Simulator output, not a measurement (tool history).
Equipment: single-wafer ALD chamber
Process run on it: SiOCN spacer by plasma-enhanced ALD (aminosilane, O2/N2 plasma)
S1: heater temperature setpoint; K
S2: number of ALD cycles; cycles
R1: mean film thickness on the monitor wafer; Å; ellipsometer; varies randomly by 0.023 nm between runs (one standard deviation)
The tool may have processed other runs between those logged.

| run | day | S1 | S2 | R1 |
|---|---|---|---|---|
| 1 | 0 | 678.15 | 91 | 52.574 |
| 2 | 0.121 | 680.15 | 86 | 49.581 |
| 3 | 0.192 | 682.15 | 82 | 46.955 |
| 4 | 0.283 | 682.15 | 94 | 54.379 |
| 5 | 0.483 | 682.15 | 89 | 51.57 |
| 6 | 0.704 | 688.15 | 89 | 50.307 |
| 7 | 0.917 | 689.15 | 85 | 47.93 |
| 8 | 1.258 | 690.15 | 82 | 45.87 |
| 9 | 1.4 | 691.15 | 80 | 45.274 |
| 10 | 1.504 | 692.15 | 78 | 43.547 |
| 11 | 1.746 | 693.15 | 77 | 43.217 |

Run 12 comes next. What will it give?
| 12 | 1.846 | 694.15 | 76 | ? |

Logged for run 12: R1 42.122 Å.
